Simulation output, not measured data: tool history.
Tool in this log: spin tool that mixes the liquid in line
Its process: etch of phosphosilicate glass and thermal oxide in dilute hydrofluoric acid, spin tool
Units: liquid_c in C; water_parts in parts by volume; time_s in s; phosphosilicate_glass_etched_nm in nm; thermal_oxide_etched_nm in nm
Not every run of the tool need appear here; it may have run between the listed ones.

run    day  liquid_c  water_parts  time_s  phosphosilicate_glass_etched_nm  thermal_oxide_etched_nm
  1      0        23          185      30                           26.316                  0.61662
  2  0.171        23          135      30                           38.047                   0.8785
  3  0.317      22.5          135      30                           37.431                  0.89626
  4  0.583      22.5          135      20                           25.024                  0.57302
  5  0.671      22.5           85      20                            42.09                  0.95562
  6  0.904      21.5           85      20                           39.788                  0.95776
     0.975  -- thermometer replaced
  7  0.975        20          105      20                            30.78                  0.73459
  8  1.038      20.5          105      20                           31.703                  0.69621

What will run 9 give?
  9  1.388        21          105      20                                ?                        ?

phosphosilicate_glass_etched_nm: 32.197 nm
thermal_oxide_etched_nm: 0.74372 nm

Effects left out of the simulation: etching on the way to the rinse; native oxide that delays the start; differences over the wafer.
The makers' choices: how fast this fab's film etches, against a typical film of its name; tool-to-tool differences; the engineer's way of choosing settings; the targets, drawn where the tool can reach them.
